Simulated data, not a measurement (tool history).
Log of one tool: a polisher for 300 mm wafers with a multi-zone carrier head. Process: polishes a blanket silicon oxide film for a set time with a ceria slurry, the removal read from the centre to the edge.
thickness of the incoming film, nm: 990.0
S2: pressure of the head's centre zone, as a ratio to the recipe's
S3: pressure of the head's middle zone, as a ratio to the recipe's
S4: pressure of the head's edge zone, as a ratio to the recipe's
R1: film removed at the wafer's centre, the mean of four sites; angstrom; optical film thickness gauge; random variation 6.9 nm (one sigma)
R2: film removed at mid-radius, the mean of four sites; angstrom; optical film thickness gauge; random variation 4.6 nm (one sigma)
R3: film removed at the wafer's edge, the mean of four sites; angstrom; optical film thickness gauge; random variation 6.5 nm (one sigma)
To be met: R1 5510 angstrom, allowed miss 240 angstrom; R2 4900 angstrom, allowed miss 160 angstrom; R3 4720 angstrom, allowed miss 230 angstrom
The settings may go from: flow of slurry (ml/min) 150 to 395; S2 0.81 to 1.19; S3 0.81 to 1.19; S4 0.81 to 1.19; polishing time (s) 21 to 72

{"run": 1, "hour": 0.0, "flow of slurry (ml/min)": 250, "S2": 1, "S3": 1, "S4": 1, "polishing time (s)": 46, "R1": 3600.8, "R2": 3644.5, "R3": 3806}
{"run": 2, "hour": 4.4, "flow of slurry (ml/min)": 255, "S2": 1.02, "S3": 1.01, "S4": 1, "polishing time (s)": 47, "R1": 3817.1, "R2": 3754.3, "R3": 3824.6}
{"run": 3, "hour": 5.3, "flow of slurry (ml/min)": 255, "S2": 1.02, "S3": 1.01, "S4": 1, "polishing time (s)": 40, "R1": 3244.1, "R2": 3232.4, "R3": 3229.3}
{"run": 4, "hour": 6.0, "flow of slurry (ml/min)": 255, "S2": 1.02, "S3": 1.01, "S4": 0.95, "polishing time (s)": 40, "R1": 3281.6, "R2": 3172.2, "R3": 3189.7}
{"run": 5, "hour": 7.9, "flow of slurry (ml/min)": 260, "S2": 1.03, "S3": 1.02, "S4": 0.96, "polishing time (s)": 42, "R1": 3431.9, "R2": 3347.4, "R3": 3333.4}
{"run": 6, "hour": 11.2, "flow of slurry (ml/min)": 260, "S2": 1.03, "S3": 1.02, "S4": 1.02, "polishing time (s)": 42, "R1": 3500, "R2": 3417.5, "R3": 3464.7}
{"run": 7, "hour": 17.1, "flow of slurry (ml/min)": 265, "S2": 1.04, "S3": 1.03, "S4": 1.03, "polishing time (s)": 43, "R1": 3499.8, "R2": 3468.7, "R3": 3594.2}
{"run": 8, "hour": 21.4, "flow of slurry (ml/min)": 265, "S2": 1.05, "S3": 1.04, "S4": 1.02, "polishing time (s)": 45, "R1": 3797.2, "R2": 3729.2, "R3": 3734.6}
{"run": 9, "hour": 27.6, "flow of slurry (ml/min)": 270, "S2": 1.06, "S3": 1.05, "S4": 1.03, "polishing time (s)": 46, "R1": 3994.5, "R2": 3802.6, "R3": 3813.1}
{"run": 10, "hour": 31.2, "flow of slurry (ml/min)": 270, "S2": 1.07, "S3": 1.06, "S4": 1.04, "polishing time (s)": 47, "R1": 4052.4, "R2": 3964.4, "R3": 3922.3}

4 next moves are on the table. One of them brings every result within its allowed miss. Which?
{"run": "A", "hour": 34.8, "flow of slurry (ml/min)": 345, "S2": 1.19, "S3": 1.11, "S4": 1.08, "polishing time (s)": 56, "R1": "?", "R2": "?", "R3": "?"}
{"run": "B", "hour": 34.8, "flow of slurry (ml/min)": 395, "S2": 1.17, "S3": 1.02, "S4": 1.07, "polishing time (s)": 62, "R1": "?", "R2": "?", "R3": "?"}
{"run": "C", "hour": 34.8, "flow of slurry (ml/min)": 240, "S2": 1.02, "S3": 0.98, "S4": 1.11, "polishing time (s)": 62, "R1": "?", "R2": "?", "R3": "?"}
{"run": "D", "hour": 34.8, "flow of slurry (ml/min)": 275, "S2": 1.03, "S3": 1.13, "S4": 1.04, "polishing time (s)": 53, "R1": "?", "R2": "?", "R3": "?"}

move=A R1=5445.2 R2=4884.5 R3=4699.2
move=B R1=5983.5 R2=5163.6 R3=5226.3
move=C R1=5004.3 R2=4856 R3=5153.8
move=D R1=4375.4 R2=4605.1 R3=4331.9
A: meets every target
B: takes the result that was furthest off past its target
C: nearer than the last run, and not there yet
D: nearer than the last run, and not there yet
The right move is A.
